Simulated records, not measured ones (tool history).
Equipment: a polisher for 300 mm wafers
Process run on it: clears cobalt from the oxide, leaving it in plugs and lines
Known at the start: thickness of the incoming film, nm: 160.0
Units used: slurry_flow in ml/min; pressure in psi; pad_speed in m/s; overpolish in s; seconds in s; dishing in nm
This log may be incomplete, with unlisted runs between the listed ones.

| run | hour | slurry_flow | pressure | pad_speed | overpolish | seconds | dishing |
|---|---|---|---|---|---|---|---|
| 1 | 0.0 | 230 | 2.2 | 0.80 | 15 | 34.358 | 48.328 |
| 2 | 1.2 | 230 | 2.7 | 0.80 | 15 | 28.414 | 53.983 |
| 3 | 5.6 | 230 | 2.7 | 0.66 | 15 | 32.897 | 47.497 |
| 4 | 12.9 | 200 | 2.7 | 0.66 | 15 | 34.684 | 47.130 |
| 5 | 18.3 | 200 | 2.2 | 0.66 | 15 | 41.553 | 40.665 |
| 6 | 20.4 | 200 | 2.2 | 0.66 | 10 | 41.845 | 31.982 |

Predict the results of run 7:
| 7 | 24.8 | 190 | 2.0 | 0.60 | 9 | ? | ? |

For run 7 the tool returned seconds 49.730 s, dishing 24.298 nm.
